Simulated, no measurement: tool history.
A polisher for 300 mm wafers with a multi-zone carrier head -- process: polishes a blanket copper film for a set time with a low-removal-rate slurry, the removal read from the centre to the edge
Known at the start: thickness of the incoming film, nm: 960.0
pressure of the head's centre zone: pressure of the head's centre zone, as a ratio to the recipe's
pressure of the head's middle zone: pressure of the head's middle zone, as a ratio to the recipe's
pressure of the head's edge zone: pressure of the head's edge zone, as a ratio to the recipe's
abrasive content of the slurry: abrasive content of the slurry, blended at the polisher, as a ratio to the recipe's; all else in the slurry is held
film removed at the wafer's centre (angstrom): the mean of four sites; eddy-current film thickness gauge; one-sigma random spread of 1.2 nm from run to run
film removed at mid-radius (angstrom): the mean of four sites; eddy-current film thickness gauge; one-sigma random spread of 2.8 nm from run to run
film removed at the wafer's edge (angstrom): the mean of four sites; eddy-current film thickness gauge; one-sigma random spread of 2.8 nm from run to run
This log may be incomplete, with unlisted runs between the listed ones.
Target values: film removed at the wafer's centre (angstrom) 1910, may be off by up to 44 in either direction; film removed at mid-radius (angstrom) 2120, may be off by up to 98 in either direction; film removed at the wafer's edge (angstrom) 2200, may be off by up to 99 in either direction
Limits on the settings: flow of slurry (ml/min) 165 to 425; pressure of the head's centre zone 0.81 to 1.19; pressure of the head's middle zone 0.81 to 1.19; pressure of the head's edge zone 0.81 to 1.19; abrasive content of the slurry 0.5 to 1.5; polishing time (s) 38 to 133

| run | day | flow of slurry (ml/min) | pressure of the head's centre zone | pressure of the head's middle zone | pressure of the head's edge zone | abrasive content of the slurry | polishing time (s) | film removed at the wafer's centre (angstrom) | film removed at mid-radius (angstrom) | film removed at the wafer's edge (angstrom) |
|---|---|---|---|---|---|---|---|---|---|---|
| 1 | 0 | 275 | 1 | 1 | 1 | 1 | 85 | 2464.6 | 2499.9 | 2477.7 |
| 2 | 0.192 | 275 | 1 | 1 | 1 | 1 | 64 | 1873.2 | 1880 | 1929.1 |
| 3 | 0.267 | 275 | 1 | 1 | 1 | 1.2 | 64 | 1946.8 | 1969.6 | 1953.8 |
| 4 | 0.404 | 275 | 1 | 1 | 1 | 1.2 | 44 | 1313.8 | 1356.3 | 1339.4 |
| 5 | 0.767 | 270 | 0.99 | 1 | 1.04 | 1.25 | 49 | 1468.6 | 1503 | 1555.1 |
| 6 | 1.038 | 265 | 0.99 | 1.03 | 1.07 | 1.3 | 52 | 1570 | 1674.2 | 1669.8 |
| 7 | 1.15 | 265 | 0.98 | 1.03 | 1.1 | 1.35 | 54 | 1630.2 | 1766.1 | 1779.9 |
| 8 | 1.262 | 270 | 0.98 | 1.03 | 1.12 | 1.4 | 56 | 1693.1 | 1836.2 | 1801.9 |
| 9 | 1.504 | 250 | 0.97 | 1.03 | 1.14 | 1.4 | 58 | 1716.3 | 1894.4 | 1906.7 |
| 10 | 1.704 | 235 | 0.97 | 1.03 | 1.15 | 1.4 | 60 | 1775.3 | 1918.6 | 2006.7 |

Which one of the following 4 next-run settings gets every result inside its allowed miss? There is exactly one.
| A | 1.904 | 165 | 0.85 | 0.88 | 1.19 | 1.2 | 72 | ? | ? | ? |
| B | 1.904 | 205 | 1.15 | 0.91 | 1.12 | 1.2 | 59 | ? | ? | ? |
| C | 1.904 | 200 | 0.97 | 1.04 | 1.18 | 1.4 | 67 | ? | ? | ? |
| D | 1.904 | 165 | 1.05 | 0.94 | 1.08 | 1.2 | 61 | ? | ? | ? |

| move | film removed at the wafer's centre (angstrom) | film removed at mid-radius (angstrom) | film removed at the wafer's edge (angstrom) |
|---|---|---|---|
| A | 1713.7 | 1845.4 | 2248.8 |
| B | 1983.4 | 1609.4 | 1832.8 |
| C | 1953.4 | 2105.8 | 2198.5 |
| D | 1797.3 | 1650.1 | 1811.3 |
A: moves away from the targets compared with the last run
B: carries the result that was furthest off beyond its target, to the other side
C: hits every target within its allowed miss
D: moves away from the targets compared with the last run
Go with C: it meets all targets.

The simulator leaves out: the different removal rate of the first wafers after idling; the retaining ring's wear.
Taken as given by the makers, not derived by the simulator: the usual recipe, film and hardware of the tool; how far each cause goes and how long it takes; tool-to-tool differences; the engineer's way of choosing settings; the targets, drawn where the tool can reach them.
